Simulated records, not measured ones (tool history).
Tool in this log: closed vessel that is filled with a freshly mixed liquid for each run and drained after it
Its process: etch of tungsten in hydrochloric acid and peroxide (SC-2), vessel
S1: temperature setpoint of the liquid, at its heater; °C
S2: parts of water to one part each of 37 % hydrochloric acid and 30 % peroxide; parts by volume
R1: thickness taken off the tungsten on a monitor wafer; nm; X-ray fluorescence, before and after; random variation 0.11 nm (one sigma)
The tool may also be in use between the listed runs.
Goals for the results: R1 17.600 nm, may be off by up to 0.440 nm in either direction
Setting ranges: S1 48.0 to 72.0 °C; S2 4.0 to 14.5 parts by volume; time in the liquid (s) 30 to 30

{"run": 1, "hour": 0.0, "S1": 64.0, "S2": 8.0, "time in the liquid (s)": 30, "R1": 28.329}
{"run": 2, "hour": 1.9, "S1": 63.0, "S2": 8.0, "time in the liquid (s)": 30, "R1": 26.712}
{"run": 3, "hour": 11.1, "S1": 63.0, "S2": 8.0, "time in the liquid (s)": 30, "R1": 26.733}
{"run": 4, "hour": 19.8, "S1": 62.0, "S2": 8.0, "time in the liquid (s)": 30, "R1": 25.025}
{"run": 5, "hour": 26.5, "S1": 61.0, "S2": 8.0, "time in the liquid (s)": 30, "R1": 23.521}
{"run": 6, "hour": 31.1, "S1": 60.5, "S2": 8.0, "time in the liquid (s)": 30, "R1": 22.845}
{"run": 7, "hour": 39.9, "S1": 60.0, "S2": 8.0, "time in the liquid (s)": 30, "R1": 22.211}
{"run": 8, "hour": 42.6, "S1": 59.5, "S2": 8.0, "time in the liquid (s)": 30, "R1": 21.494}
{"run": 9, "hour": 50.1, "S1": 59.0, "S2": 8.0, "time in the liquid (s)": 30, "R1": 20.919}
{"run": 10, "hour": 59.0, "S1": 58.5, "S2": 8.0, "time in the liquid (s)": 30, "R1": 20.232}
{"run": 11, "hour": 62.0, "S1": 58.5, "S2": 8.0, "time in the liquid (s)": 30, "R1": 20.315}
{"run": 12, "hour": 70.9, "S1": 58.0, "S2": 8.0, "time in the liquid (s)": 30, "R1": 19.667}
{"run": 13, "hour": 78.0, "S1": 57.5, "S2": 8.0, "time in the liquid (s)": 30, "R1": 19.108}

Which single option among these 5 for the next run brings every result within its allowed miss of target? Just one does.
{"run": "A", "hour": 85.1, "S1": 56.5, "S2": 9.0, "time in the liquid (s)": 30, "R1": "?"}
{"run": "B", "hour": 85.1, "S1": 61.0, "S2": 10.5, "time in the liquid (s)": 30, "R1": "?"}
{"run": "C", "hour": 85.1, "S1": 58.5, "S2": 9.5, "time in the liquid (s)": 30, "R1": "?"}
{"run": "D", "hour": 85.1, "S1": 62.0, "S2": 9.5, "time in the liquid (s)": 30, "R1": "?"}
{"run": "E", "hour": 85.1, "S1": 54.5, "S2": 7.5, "time in the liquid (s)": 30, "R1": "?"}

move=A R1=16.019
move=B R1=18.734
move=C R1=17.404
move=D R1=21.670
move=E R1=16.304
A: carries the result that was furthest off beyond its target, to the other side
B: closes in on the targets versus the last run, not all within tolerance yet
C: all results in spec
D: further off than the last run
E: carries the result that was furthest off beyond its target, to the other side
C is the move that brings every result within its allowed miss.

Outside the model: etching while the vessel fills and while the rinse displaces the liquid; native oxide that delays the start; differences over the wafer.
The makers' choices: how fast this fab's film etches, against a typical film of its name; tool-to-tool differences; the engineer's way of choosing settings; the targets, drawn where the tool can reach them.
